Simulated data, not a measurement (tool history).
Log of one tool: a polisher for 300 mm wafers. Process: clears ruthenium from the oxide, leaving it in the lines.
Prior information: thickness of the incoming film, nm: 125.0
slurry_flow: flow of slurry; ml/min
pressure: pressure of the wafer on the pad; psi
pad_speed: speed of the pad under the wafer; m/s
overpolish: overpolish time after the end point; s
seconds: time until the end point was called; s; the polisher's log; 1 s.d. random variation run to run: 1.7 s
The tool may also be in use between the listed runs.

run  hour  slurry_flow  pressure  pad_speed  overpolish  seconds
  1     0          275       2.1       0.96          15    93.69
  2   4.2          275         2       0.96          15   99.642
  3  12.4          210         2       0.96          15   102.93
  4  14.6          210         2        1.1          15   87.655
  5  18.4          210       1.8        1.1          15   99.592
  6  19.9          210       1.7        1.1          15   105.26
  7  20.7          210       1.6        1.1          15   109.52
  8    26          210       1.5        1.1          15   118.55
  9  30.1          210       1.4        1.1          15   125.61

For run 10, what comes out?
 10  34.2          210       1.1        1.1          15        ?

{"run 10": {"seconds": 155}}
